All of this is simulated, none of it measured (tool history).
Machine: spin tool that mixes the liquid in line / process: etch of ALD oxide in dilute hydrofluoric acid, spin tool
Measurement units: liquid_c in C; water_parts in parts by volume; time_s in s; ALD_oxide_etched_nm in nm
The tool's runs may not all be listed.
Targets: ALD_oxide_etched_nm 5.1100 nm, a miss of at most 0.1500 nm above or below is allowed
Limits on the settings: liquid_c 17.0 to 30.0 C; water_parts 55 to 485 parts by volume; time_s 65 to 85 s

run,hour,liquid_c,water_parts,time_s,ALD_oxide_etched_nm
1,0.0,22.0,270,85,3.1773
2,4.1,19.0,270,85,2.8450
3,10.1,22.0,270,85,3.1450
4,14.4,22.0,330,85,2.4550
5,21.7,24.5,330,85,2.6698
6,29.6,26.0,300,85,3.1856
7,35.0,27.0,275,85,3.6634
8,36.3,30.0,210,85,5.7969

Below are 4 possible settings for the next run. Only one of them brings all results inside the allowed miss of their targets. Which is it?
A,37.6,25.5,205,85,?
B,37.6,30.0,200,85,?
C,37.6,29.0,180,85,?
D,37.6,29.5,175,85,?

move,ALD_oxide_etched_nm
A,5.0646
B,6.1230
C,6.7327
D,7.0928
A: hits every target within its allowed miss
B: lands further from the targets than the last run did
C: lands further from the targets than the last run did
D: lands further from the targets than the last run did
Answer: A
